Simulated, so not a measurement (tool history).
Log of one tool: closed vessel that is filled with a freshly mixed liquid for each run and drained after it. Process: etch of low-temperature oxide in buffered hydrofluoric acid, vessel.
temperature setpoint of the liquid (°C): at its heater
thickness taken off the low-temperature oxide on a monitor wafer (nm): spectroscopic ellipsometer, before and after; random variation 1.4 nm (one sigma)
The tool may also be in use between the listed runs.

run,day,temperature setpoint of the liquid (°C),parts of 40 % ammonium fluoride to one part of 49 % hydrofluoric acid (parts by volume),time in the liquid (s),thickness taken off the low-temperature oxide on a monitor wafer (nm)
1,0,23,18.5,100,203.6
2,0.204,23,15.5,100,241.8
3,0.238,25.5,15.5,100,278.62
4,0.371,26.5,15,100,301.84
5,0.533,26.5,11.5,100,391.41
6,0.9,27,11.5,100,401.77
7,1.267,27.5,11.5,100,413.61

The next listed run, before its measurement:
8,1.429,28,11.5,100,?

{"run 8": {"thickness taken off the low-temperature oxide on a monitor wafer (nm)": 426.89}}
